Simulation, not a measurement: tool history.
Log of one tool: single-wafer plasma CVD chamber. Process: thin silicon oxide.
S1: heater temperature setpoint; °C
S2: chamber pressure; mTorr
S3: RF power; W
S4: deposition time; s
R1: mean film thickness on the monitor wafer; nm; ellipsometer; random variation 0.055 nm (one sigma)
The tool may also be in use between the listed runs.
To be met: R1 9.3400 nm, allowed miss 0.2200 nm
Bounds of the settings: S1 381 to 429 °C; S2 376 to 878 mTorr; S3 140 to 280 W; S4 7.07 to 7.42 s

run	hour	S1	S2	S3	S4	R1
1	0.0	405	627	210	7.42	7.8668
2	5.4	414	627	210	7.42	7.8275
3	11.6	421	627	210	7.42	7.8020
4	13.6	421	627	220	7.42	7.9721
5	15.8	421	655	220	7.42	8.3332
6	18.6	421	676	220	7.42	8.4957
7	21.6	421	697	220	7.42	8.8010
8	26.8	421	710	220	7.42	9.0174
9	27.6	421	717	220	7.42	9.1257
10	33.6	421	722	220	7.42	9.0112

5 next moves are on the table. One of them brings every result within its allowed miss. Which?
A	39.6	416	699	210	7.42	?
B	39.6	416	776	190	7.33	?
C	39.6	427	717	215	7.34	?
D	39.6	427	810	215	7.07	?
E	39.6	416	725	215	7.07	?

move	R1
A	8.7484
B	8.9559
C	8.9066
D	9.5433
E	8.7234
A: further off than the last run
B: further off than the last run
C: further off than the last run
D: meets every target
E: further off than the last run
Move D is the one to make.
